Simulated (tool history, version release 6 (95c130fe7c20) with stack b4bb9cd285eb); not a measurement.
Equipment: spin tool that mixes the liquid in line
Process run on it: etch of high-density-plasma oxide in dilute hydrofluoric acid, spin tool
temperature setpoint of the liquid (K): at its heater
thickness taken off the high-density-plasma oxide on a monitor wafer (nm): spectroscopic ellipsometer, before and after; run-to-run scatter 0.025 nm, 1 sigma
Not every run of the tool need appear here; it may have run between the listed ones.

run	day	temperature setpoint of the liquid (K)	parts of water to one part of 49 % hydrofluoric acid (parts by volume)	time under the liquid (s)	thickness taken off the high-density-plasma oxide on a monitor wafer (nm)
1	0.000	299.15	80	15	2.0567
2	0.246	300.65	75	15	2.3263
3	0.421	300.65	60	15	2.9703
4	0.792	303.15	60	15	3.2797
5	1.125	303.15	60	15	3.2804
6	1.467	303.15	60	15	3.2651
7	1.729	304.15	60	15	3.4268
8	1.917	304.65	60	15	3.4513

Run 9, settings as shown, results not yet in. Your forecast:
# day 2.192: thermometer replaced
9	2.192	305.15	60	15	?

{"run 9": {"thickness taken off the high-density-plasma oxide on a monitor wafer (nm)": 3.746}}
